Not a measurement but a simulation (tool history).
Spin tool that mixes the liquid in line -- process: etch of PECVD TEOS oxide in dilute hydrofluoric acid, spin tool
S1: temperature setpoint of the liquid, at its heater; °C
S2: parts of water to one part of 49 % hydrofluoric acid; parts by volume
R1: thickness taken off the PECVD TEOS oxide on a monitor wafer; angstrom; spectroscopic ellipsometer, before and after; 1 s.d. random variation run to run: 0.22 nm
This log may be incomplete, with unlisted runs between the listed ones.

run 1 day=0 | S1=21 S2=50 time_under_the_liquid_(s)=295 | R1=738.36
run 2 day=0.154 | S1=20 S2=50 time_under_the_liquid_(s)=295 | R1=708.64
run 3 day=0.233 | S1=20 S2=50 time_under_the_liquid_(s)=295 | R1=707.83
run 4 day=0.292 | S1=19.5 S2=50 time_under_the_liquid_(s)=295 | R1=692.47
run 5 day=0.633 | S1=19 S2=50 time_under_the_liquid_(s)=295 | R1=676.93
run 6 day=0.854 | S1=18.5 S2=50 time_under_the_liquid_(s)=295 | R1=661.19

Expected results for the next run?
run 7 day=0.979 | S1=18 S2=50 time_under_the_liquid_(s)=295 | R1=?

R1: 649.05 angstrom

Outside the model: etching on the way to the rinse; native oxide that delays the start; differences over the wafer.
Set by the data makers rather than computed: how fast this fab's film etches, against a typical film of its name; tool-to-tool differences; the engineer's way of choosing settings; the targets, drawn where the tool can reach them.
